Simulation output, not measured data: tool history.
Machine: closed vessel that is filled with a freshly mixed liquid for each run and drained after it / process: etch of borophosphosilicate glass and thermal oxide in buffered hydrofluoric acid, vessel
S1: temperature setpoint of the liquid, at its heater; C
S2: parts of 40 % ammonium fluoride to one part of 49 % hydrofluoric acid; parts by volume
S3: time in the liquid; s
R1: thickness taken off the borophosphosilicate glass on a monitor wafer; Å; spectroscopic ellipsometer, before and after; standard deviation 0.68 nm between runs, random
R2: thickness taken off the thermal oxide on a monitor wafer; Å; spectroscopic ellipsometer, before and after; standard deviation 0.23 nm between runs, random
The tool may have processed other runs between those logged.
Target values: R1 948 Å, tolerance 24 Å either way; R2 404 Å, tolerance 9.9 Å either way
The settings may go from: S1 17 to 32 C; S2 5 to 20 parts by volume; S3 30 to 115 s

run 1 hour=0 | S1=25 S2=12 S3=60 | R1=1282.3 R2=549.92
run 2 hour=6.9 | S1=25 S2=12 S3=75 | R1=1609.8 R2=688.49
run 3 hour=13.8 | S1=25 S2=14 S3=75 | R1=1392.8 R2=588.9
run 4 hour=16.7 | S1=22.5 S2=14 S3=75 | R1=1189.6 R2=511.42
run 5 hour=23.1 | S1=22.5 S2=14 S3=100 | R1=1617.7 R2=687.59
run 6 hour=24.8 | S1=22.5 S2=14 S3=85 | R1=1376.1 R2=583.41
run 7 hour=31.3 | S1=20.5 S2=14.5 S3=85 | R1=1174.4 R2=506.87
run 8 hour=36.8 | S1=19.5 S2=15 S3=85 | R1=1070.9 R2=459.5
run 9 hour=40 | S1=18.5 S2=15 S3=85 | R1=1017.5 R2=437.45
run 10 hour=43 | S1=18 S2=15 S3=85 | R1=1004.7 R2=425.55

Which of these 4 next moves meets every target?
run A hour=46 | S1=19 S2=15 S3=85 | R1=? R2=?
run B hour=46 | S1=17 S2=10.5 S3=70 | R1=? R2=?
run C hour=46 | S1=20 S2=17.5 S3=85 | R1=? R2=?
run D hour=46 | S1=22 S2=15.5 S3=75 | R1=? R2=?

move=A R1=1046.8 R2=447.2
move=B R1=1095.6 R2=466.25
move=C R1=950.05 R2=406.42
move=D R1=1055.4 R2=451.81
A: further off than the last run
B: further off than the last run
C: meets every target
D: further off than the last run
Go with C: it meets all targets.
